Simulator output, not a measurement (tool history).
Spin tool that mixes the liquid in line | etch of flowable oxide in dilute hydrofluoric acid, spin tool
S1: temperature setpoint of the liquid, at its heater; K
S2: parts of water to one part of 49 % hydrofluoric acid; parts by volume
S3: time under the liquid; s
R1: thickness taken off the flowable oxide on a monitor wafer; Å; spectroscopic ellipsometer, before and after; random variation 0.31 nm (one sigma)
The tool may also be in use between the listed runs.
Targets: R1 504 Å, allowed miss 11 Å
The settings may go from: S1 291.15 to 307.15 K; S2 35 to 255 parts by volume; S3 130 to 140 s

run  hour      S1   S2   S3      R1
  1     0  299.15  145  130  244.66
  2   1.2  301.15  130  130  295.62
  3   3.5  302.65  120  130  346.79
  4   4.2  301.65  120  130  332.82
  5   5.3  301.65   90  130  465.92
  6  13.6  301.65   90  130  460.64
  7  22.6  302.65   90  130  479.68
  8  26.3  303.15   90  130  490.73

Which of these 5 next moves meets every target?
  A    30  305.65  95  135   ?
  B    30  302.15  85  135   ?
  C    30  305.15  90  130   ?
  D    30  303.65  85  130   ?
  E    30  305.65  95  130   ?

move      R1
   A  528.04
   B  525.08
   C  530.89
   D  535.35
   E  508.49
A: takes the result that was furthest off past its target
B: takes the result that was furthest off past its target
C: takes the result that was furthest off past its target
D: takes the result that was furthest off past its target
E: meets every target
Move E is the one to make.
